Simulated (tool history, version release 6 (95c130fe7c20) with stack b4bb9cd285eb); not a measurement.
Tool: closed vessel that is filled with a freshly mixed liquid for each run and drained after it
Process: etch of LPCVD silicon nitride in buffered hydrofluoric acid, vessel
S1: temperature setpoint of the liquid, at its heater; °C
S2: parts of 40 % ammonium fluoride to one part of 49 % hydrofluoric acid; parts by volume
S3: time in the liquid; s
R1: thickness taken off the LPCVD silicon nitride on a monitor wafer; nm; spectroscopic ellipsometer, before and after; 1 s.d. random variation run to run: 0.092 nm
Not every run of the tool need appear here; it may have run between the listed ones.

run 1 hour=0.0 | S1=22.0 S2=23.0 S3=2685 | R1=17.457
run 2 hour=1.8 | S1=18.5 S2=23.0 S3=2685 | R1=14.303
run 3 hour=6.8 | S1=20.5 S2=23.0 S3=2685 | R1=15.920
run 4 hour=15.4 | S1=22.0 S2=23.0 S3=2685 | R1=17.446
run 5 hour=23.0 | S1=23.0 S2=23.0 S3=2685 | R1=18.267
run 6 hour=27.5 | S1=24.0 S2=23.0 S3=2685 | R1=19.265
run 7 hour=32.2 | S1=24.5 S2=23.0 S3=2685 | R1=19.874

Run 8 is up next; what results do you expect?
run 8 hour=34.5 | S1=25.0 S2=23.0 S3=2685 | R1=?

{"run 8": {"R1": 20.521}}
